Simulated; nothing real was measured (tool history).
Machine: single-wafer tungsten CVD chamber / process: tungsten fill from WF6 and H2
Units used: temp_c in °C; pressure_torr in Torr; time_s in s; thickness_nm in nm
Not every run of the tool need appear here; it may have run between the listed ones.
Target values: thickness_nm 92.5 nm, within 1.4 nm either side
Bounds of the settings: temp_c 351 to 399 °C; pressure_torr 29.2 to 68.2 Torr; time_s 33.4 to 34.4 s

run,day,temp_c,pressure_torr,time_s,thickness_nm
1,0,375,48.7,33.4,77.118
2,0.083,377,48.7,33.4,80.912
3,0.217,378,48.7,33.4,82.247
4,0.475,387,48.7,33.4,98.609
5,0.75,379,48.7,33.4,84.326
6,0.975,375,48.7,33.4,77.821
7,1.054,377,48.7,33.4,80.94
8,1.379,378,48.7,33.4,82.268
9,1.546,379,48.7,33.4,84.318
10,1.896,380,48.7,33.4,86.042
11,2.25,381,48.7,33.4,87.615

Exercise: of the 5 proposed moves below, exactly one satisfies all targets within the stated allowed misses. Which move is it?
A,2.604,375,57.5,34.4,?
B,2.604,376,59.8,33.4,?
C,2.604,381,47.6,34,?
D,2.604,377,56.9,34.4,?
E,2.604,375,59.1,34.4,?

move,thickness_nm
A,89.062
B,90.405
C,88.192
D,92.278
E,90.553
A: nearer than the last run, and not there yet
B: nearer than the last run, and not there yet
C: nearer than the last run, and not there yet
D: meets every target
E: nearer than the last run, and not there yet
Go with D: it meets all targets.
